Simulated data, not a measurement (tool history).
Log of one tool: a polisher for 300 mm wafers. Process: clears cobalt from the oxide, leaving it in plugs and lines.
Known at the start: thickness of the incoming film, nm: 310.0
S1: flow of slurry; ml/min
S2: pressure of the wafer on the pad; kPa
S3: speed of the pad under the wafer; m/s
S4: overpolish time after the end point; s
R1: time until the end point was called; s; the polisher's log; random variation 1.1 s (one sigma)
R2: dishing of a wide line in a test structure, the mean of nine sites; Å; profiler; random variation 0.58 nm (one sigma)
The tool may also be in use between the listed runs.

run 1 hour=0 | S1=180 S2=10.3 S3=1.12 S4=28 | R1=78.117 R2=602.06
run 2 hour=7.7 | S1=180 S2=11.7 S3=1.12 S4=28 | R1=69.264 R2=624.18
run 3 hour=11.8 | S1=180 S2=11.7 S3=1.32 S4=28 | R1=62.077 R2=653.63
run 4 hour=16.5 | S1=180 S2=11 S3=1.32 S4=26 | R1=66.028 R2=610.47
run 5 hour=20 | S1=180 S2=11 S3=1.54 S4=26 | R1=59.134 R2=654.53
run 6 hour=25.6 | S1=180 S2=10.3 S3=1.52 S4=25 | R1=64.009 R2=617.53
run 7 hour=28.8 | S1=180 S2=10.3 S3=1.52 S4=25 | R1=63.707 R2=618.67
run 8 hour=31 | S1=180 S2=9.7 S3=1.52 S4=24 | R1=69.505 R2=601.19
run 9 hour=34.3 | S1=180 S2=9 S3=1.52 S4=22 | R1=73.73 R2=553.87

Run 10 comes next. What will it give?
run 10 hour=35.2 | S1=180 S2=8.3 S3=1.52 S4=21 | R1=? R2=?

R1: 79.437 s
R2: 499.89 Å
